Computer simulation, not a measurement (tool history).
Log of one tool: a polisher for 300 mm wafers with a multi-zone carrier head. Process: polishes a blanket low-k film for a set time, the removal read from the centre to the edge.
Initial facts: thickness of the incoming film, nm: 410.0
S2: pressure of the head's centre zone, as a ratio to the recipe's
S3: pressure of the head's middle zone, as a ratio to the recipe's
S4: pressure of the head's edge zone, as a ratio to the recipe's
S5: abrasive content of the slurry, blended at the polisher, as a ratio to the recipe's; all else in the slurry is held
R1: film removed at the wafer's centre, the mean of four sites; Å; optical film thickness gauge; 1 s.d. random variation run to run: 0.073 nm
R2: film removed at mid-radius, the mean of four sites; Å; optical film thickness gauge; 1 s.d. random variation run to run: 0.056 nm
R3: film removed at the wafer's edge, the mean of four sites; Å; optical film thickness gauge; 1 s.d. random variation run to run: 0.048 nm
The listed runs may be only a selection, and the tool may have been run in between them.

run 1 hour=0 | flow_of_slurry_(ml/min)=240 S2=1 S3=1 S4=1 S5=1 polishing_time_(s)=32 | R1=75.598 R2=69.573 R3=69.756
run 2 hour=7 | flow_of_slurry_(ml/min)=240 S2=1 S3=1 S4=1 S5=1 polishing_time_(s)=39 | R1=90.658 R2=85.535 R3=83.632
run 3 hour=12.9 | flow_of_slurry_(ml/min)=235 S2=0.99 S3=0.99 S4=0.99 S5=0.95 polishing_time_(s)=38 | R1=85.43 R2=81.355 R3=81.112
run 4 hour=14.1 | flow_of_slurry_(ml/min)=195 S2=0.99 S3=0.99 S4=0.99 S5=0.95 polishing_time_(s)=38 | R1=84.808 R2=80.664 R3=78.789
-- hour=19.8 centre zone pressure recalibrated
run 5 hour=19.8 | flow_of_slurry_(ml/min)=195 S2=0.98 S3=0.98 S4=0.99 S5=0.9 polishing_time_(s)=37 | R1=72.932 R2=74.907 R3=74.755
run 6 hour=24.6 | flow_of_slurry_(ml/min)=195 S2=0.98 S3=0.98 S4=0.96 S5=0.9 polishing_time_(s)=37 | R1=73.661 R2=74.568 R3=75.409
run 7 hour=25.3 | flow_of_slurry_(ml/min)=195 S2=0.99 S3=0.98 S4=0.96 S5=0.85 polishing_time_(s)=36 | R1=70.175 R2=71.674 R3=69.26
run 8 hour=27.1 | flow_of_slurry_(ml/min)=200 S2=1 S3=0.96 S4=0.97 S5=0.8 polishing_time_(s)=35 | R1=68.442 R2=66.925 R3=67.051
run 9 hour=34.9 | flow_of_slurry_(ml/min)=185 S2=0.93 S3=0.86 S4=0.88 S5=0.55 polishing_time_(s)=31 | R1=46.539 R2=44.669 R3=46.509
run 10 hour=36.9 | flow_of_slurry_(ml/min)=190 S2=0.93 S3=0.86 S4=0.89 S5=0.55 polishing_time_(s)=31 | R1=46.762 R2=44.382 R3=47.187
run 11 hour=42.2 | flow_of_slurry_(ml/min)=195 S2=0.93 S3=0.86 S4=0.9 S5=0.55 polishing_time_(s)=31 | R1=46.666 R2=44.425 R3=48.417
run 12 hour=50.2 | flow_of_slurry_(ml/min)=200 S2=0.93 S3=0.86 S4=0.9 S5=0.55 polishing_time_(s)=31 | R1=47.899 R2=45.101 R3=48.173
run 13 hour=57.7 | flow_of_slurry_(ml/min)=205 S2=0.93 S3=0.86 S4=0.9 S5=0.55 polishing_time_(s)=31 | R1=47.507 R2=45.363 R3=47.613

What will run 14 give?
run 14 hour=59.8 | flow_of_slurry_(ml/min)=205 S2=0.93 S3=0.86 S4=0.91 S5=0.55 polishing_time_(s)=31 | R1=? R2=? R3=?

{"run 14": {"R1": 47.383, "R2": 45.595, "R3": 48.37}}

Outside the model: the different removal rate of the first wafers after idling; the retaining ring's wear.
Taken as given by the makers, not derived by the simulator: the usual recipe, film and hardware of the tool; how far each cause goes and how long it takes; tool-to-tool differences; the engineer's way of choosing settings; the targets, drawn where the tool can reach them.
